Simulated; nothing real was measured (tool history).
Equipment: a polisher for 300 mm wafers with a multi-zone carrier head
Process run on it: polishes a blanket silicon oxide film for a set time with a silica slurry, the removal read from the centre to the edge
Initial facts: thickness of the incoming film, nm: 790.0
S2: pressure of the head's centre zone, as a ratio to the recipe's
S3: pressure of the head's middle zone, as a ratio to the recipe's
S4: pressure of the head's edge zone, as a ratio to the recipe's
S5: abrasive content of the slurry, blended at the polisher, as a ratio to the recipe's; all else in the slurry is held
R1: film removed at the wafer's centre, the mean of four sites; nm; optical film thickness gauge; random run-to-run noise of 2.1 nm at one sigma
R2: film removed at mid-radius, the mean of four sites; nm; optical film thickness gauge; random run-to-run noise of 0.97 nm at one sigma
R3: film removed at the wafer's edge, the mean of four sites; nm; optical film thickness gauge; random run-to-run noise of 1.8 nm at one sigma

run 1 hour=0.0 | flow_of_slurry_(ml/min)=300 S2=1.00 S3=1.00 S4=1.00 S5=1.00 polishing_time_(s)=80 | R1=132.64 R2=128.89 R3=136.24
run 2 hour=6.4 | flow_of_slurry_(ml/min)=270 S2=1.00 S3=1.00 S4=1.00 S5=1.00 polishing_time_(s)=80 | R1=129.38 R2=129.45 R3=133.04
run 3 hour=15.0 | flow_of_slurry_(ml/min)=210 S2=1.00 S3=1.00 S4=1.00 S5=1.00 polishing_time_(s)=80 | R1=125.77 R2=124.93 R3=128.36
run 4 hour=16.1 | flow_of_slurry_(ml/min)=210 S2=1.00 S3=1.00 S4=1.00 S5=1.00 polishing_time_(s)=72 | R1=114.02 R2=110.65 R3=115.68
run 5 hour=20.1 | flow_of_slurry_(ml/min)=210 S2=1.00 S3=0.96 S4=1.00 S5=1.00 polishing_time_(s)=72 | R1=113.03 R2=109.80 R3=116.30
run 6 hour=23.2 | flow_of_slurry_(ml/min)=210 S2=1.00 S3=1.01 S4=1.00 S5=1.00 polishing_time_(s)=72 | R1=112.63 R2=113.40 R3=115.06
run 7 hour=29.7 | flow_of_slurry_(ml/min)=250 S2=1.10 S3=0.91 S4=1.10 S5=1.25 polishing_time_(s)=74 | R1=142.87 R2=122.14 R3=144.81
run 8 hour=35.6 | flow_of_slurry_(ml/min)=265 S2=1.11 S3=0.91 S4=1.11 S5=1.25 polishing_time_(s)=74 | R1=146.76 R2=123.82 R3=141.83

Run 9 has not been measured yet. What should we expect?
run 9 hour=36.7 | flow_of_slurry_(ml/min)=270 S2=1.11 S3=0.90 S4=1.12 S5=1.30 polishing_time_(s)=74 | R1=? R2=? R3=?

Run 9 gave R1 149.14 nm, R2 123.72 nm, R3 145.54 nm.

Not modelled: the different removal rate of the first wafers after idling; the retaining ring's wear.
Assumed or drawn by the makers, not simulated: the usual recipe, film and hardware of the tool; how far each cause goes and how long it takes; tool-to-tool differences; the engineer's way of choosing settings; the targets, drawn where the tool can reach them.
